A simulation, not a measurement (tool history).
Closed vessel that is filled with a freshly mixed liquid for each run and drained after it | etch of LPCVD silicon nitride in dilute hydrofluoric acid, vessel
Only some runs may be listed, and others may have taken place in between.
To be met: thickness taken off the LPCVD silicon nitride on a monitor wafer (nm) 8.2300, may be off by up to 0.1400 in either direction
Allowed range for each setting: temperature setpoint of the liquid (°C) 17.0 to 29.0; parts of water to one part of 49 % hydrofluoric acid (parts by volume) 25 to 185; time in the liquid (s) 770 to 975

run	hour	temperature setpoint of the liquid (°C)	parts of water to one part of 49 % hydrofluoric acid (parts by volume)	time in the liquid (s)	thickness taken off the LPCVD silicon nitride on a monitor wafer (nm)
1	0.0	21.0	105	975	3.6788
2	9.0	21.0	105	975	3.6801
3	12.9	17.5	105	975	2.9158
4	21.8	17.0	105	975	2.8200
5	26.6	17.0	105	975	2.7923
6	32.0	17.0	135	975	2.1987
7	39.8	20.5	115	975	3.2920
8	41.7	23.0	105	975	4.2104
9	43.2	25.0	95	975	5.3312
10	46.7	26.0	90	975	5.9334
11	52.6	27.0	85	975	6.7115
12	58.8	27.5	85	975	7.0185

4 candidate next runs follow, results not yet known. Just one meets every target within its allowed miss. Identify it.
A	65.0	29.0	70	830	?
B	65.0	26.5	65	910	?
C	65.0	27.5	70	910	?
D	65.0	29.0	65	805	?

move	thickness taken off the LPCVD silicon nitride on a monitor wafer (nm)
A	7.9419
B	7.9663
C	7.9028
D	8.2918
A: better than the last run, though not everything is in spec
B: better than the last run, though not everything is in spec
C: better than the last run, though not everything is in spec
D: all results in spec
Correct choice: D, which meets every target
